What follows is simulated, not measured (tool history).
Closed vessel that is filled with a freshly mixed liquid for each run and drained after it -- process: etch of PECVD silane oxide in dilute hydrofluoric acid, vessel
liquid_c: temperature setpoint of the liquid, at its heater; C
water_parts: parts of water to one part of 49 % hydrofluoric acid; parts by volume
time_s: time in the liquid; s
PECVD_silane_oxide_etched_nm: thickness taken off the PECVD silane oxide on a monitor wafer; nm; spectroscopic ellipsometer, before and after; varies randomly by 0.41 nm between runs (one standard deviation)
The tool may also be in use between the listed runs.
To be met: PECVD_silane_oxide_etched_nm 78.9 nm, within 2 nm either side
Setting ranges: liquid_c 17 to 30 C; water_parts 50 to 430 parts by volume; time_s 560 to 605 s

run	hour	liquid_c	water_parts	time_s	PECVD_silane_oxide_etched_nm
1	0	22	240	560	61.518
2	3.4	23.5	240	560	64.667
3	6.7	24.5	240	560	66.426
4	8.8	25.5	240	560	69.452
5	11.4	26	240	560	70.959
6	14.8	26.5	240	560	71.802
7	23.6	27	240	560	73.434
8	25.8	27.5	240	560	74.478
9	27.1	27.5	240	560	74.587
10	32.3	28	240	560	75.958
# hour 41.3: thermometer replaced
11	41.3	28.5	240	560	83.54
12	47	28	240	560	81.195

Exercise: of the 5 proposed moves below, exactly one satisfies all targets within the stated allowed misses. Which move is it?
A	52.7	30	245	565	?
B	52.7	27.5	275	605	?
C	52.7	26	250	580	?
D	52.7	28	235	560	?
E	52.7	25	225	560	?

move	PECVD_silane_oxide_etched_nm
A	85.875
B	72.841
C	74.93
D	83.867
E	79.683
A: the biggest miss grows against the last run
B: the result that was furthest off in the last run now lies on the other side of its target
C: the result that was furthest off in the last run now lies on the other side of its target
D: the biggest miss grows against the last run
E: meets every target
The move that meets every target is E.
